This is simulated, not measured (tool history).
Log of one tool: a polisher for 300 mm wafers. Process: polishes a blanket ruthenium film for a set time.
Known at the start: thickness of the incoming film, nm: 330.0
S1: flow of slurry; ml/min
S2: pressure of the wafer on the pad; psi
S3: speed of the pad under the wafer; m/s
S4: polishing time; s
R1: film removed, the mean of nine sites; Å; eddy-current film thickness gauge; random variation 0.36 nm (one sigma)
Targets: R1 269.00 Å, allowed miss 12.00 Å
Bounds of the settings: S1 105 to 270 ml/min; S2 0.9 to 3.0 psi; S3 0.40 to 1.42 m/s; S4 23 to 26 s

run    day   S1   S2    S3  S4      R1
  1  0.000  175  1.9  0.90  26  219.08
  2  0.333  175  1.9  0.90  23  192.09
  3  0.354  175  1.9  0.78  23  176.07
  4  0.579  175  2.1  0.78  23  184.74
  5  0.812  175  1.8  0.78  23  163.92
  6  1.050  175  1.8  0.60  23  133.23
  7  1.383  175  2.0  0.62  23  148.46
  8  1.692  175  2.2  0.64  23  165.86
  9  1.725  175  2.4  0.66  23  180.87
 10  1.967  175  2.5  0.68  23  193.64
 11  2.038  175  2.6  0.70  23  203.23
 12  2.379  175  2.7  0.72  23  211.74
 13  2.750  175  2.8  0.74  23  220.43
 14  3.062  175  2.8  0.76  23  231.81
 15  3.383  175  2.8  0.78  23  238.33
 16  3.450  175  2.9  0.80  23  242.55
 17  3.496  175  2.9  0.82  23  250.41

Which of these 4 next moves meets every target?
  A  3.542  160  2.9  0.72  24   ?
  B  3.542  170  2.9  0.82  25   ?
  C  3.542  175  2.7  0.74  26   ?
  D  3.542  150  2.9  0.80  23   ?

move      R1
   A  233.85
   B  272.87
   C  248.01
   D  240.88
A: further off than the last run
B: meets every target
C: further off than the last run
D: further off than the last run
Move B is the one to make.
